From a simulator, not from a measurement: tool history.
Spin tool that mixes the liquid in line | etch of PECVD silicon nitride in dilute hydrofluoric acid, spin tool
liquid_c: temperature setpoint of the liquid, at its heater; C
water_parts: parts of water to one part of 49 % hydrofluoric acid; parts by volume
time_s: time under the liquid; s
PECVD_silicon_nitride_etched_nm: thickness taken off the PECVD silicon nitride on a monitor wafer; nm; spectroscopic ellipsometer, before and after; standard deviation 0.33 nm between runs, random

| run | hour | liquid_c | water_parts | time_s | PECVD_silicon_nitride_etched_nm |
|---|---|---|---|---|---|
| 1 | 0 | 21 | 105 | 320 | 14.95 |
| 2 | 2.9 | 21 | 90 | 320 | 17.349 |
| 3 | 4.7 | 21 | 90 | 345 | 18.698 |
| 4 | 9.4 | 18 | 90 | 345 | 15.259 |
| 5 | 12.2 | 20 | 90 | 345 | 17.418 |
| 6 | 18.6 | 20 | 90 | 345 | 17.489 |

Estimate the outcome of run 7 from the log above:
| 7 | 20.4 | 23 | 70 | 345 | ? |

PECVD_silicon_nitride_etched_nm: 27.265 nm
